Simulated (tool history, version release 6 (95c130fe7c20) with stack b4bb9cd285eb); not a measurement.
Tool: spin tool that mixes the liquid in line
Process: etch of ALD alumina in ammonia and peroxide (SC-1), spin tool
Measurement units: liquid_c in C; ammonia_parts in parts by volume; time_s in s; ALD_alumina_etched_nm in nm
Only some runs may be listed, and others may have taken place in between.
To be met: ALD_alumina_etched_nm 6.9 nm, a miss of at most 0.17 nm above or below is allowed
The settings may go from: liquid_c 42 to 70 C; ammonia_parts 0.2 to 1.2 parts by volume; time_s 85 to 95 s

run	hour	liquid_c	ammonia_parts	time_s	ALD_alumina_etched_nm
1	0	58	0.75	85	6.0189
2	8.1	58	0.6	85	5.848
3	14	59	0.6	85	6.1363
4	18.2	59	0.85	85	6.3364
5	22	59	0.85	95	7.0683
6	25.5	59	1	95	7.2044
7	31.1	59	1	95	7.2279
# hour 33.5: new drum of ammonia solution connected
8	33.5	58.5	1	95	7.0774

Which single option among these 5 for the next run brings every result within its allowed miss of target? Just one does.
A	35.9	60	1	90	?
B	35.9	59	0.55	95	?
C	35.9	60	0.85	90	?
D	35.9	59.5	1.2	90	?
E	35.9	59	0.95	95	?

move	ALD_alumina_etched_nm
A	7.2851
B	6.9026
C	7.174
D	7.2238
E	7.2686
A: its largest miss is bigger than the last run's
B: every result within its allowed miss
C: its largest miss is bigger than the last run's
D: its largest miss is bigger than the last run's
E: its largest miss is bigger than the last run's
Correct choice: B, which meets every target

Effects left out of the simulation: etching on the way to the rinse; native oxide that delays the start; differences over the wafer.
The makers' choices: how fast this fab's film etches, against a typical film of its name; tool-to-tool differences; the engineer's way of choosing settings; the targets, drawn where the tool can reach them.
